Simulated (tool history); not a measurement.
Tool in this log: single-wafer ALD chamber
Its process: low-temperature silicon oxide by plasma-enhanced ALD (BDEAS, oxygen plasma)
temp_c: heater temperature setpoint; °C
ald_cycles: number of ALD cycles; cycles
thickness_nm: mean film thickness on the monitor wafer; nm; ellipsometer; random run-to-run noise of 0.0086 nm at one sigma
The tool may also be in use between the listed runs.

run,hour,temp_c,ald_cycles,thickness_nm
1,0,95,26,3.6192
2,3.5,99,24,3.3003
3,4.9,99,21,2.9102
4,5.8,102,21,2.8943
5,10.9,108,21,2.8421
6,16.7,110,21,2.8525
7,20.5,111,20,2.6961

Run 8 comes next. What will it give?
8,25.9,112,20,?

{"run 8": {"thickness_nm": 2.7159}}

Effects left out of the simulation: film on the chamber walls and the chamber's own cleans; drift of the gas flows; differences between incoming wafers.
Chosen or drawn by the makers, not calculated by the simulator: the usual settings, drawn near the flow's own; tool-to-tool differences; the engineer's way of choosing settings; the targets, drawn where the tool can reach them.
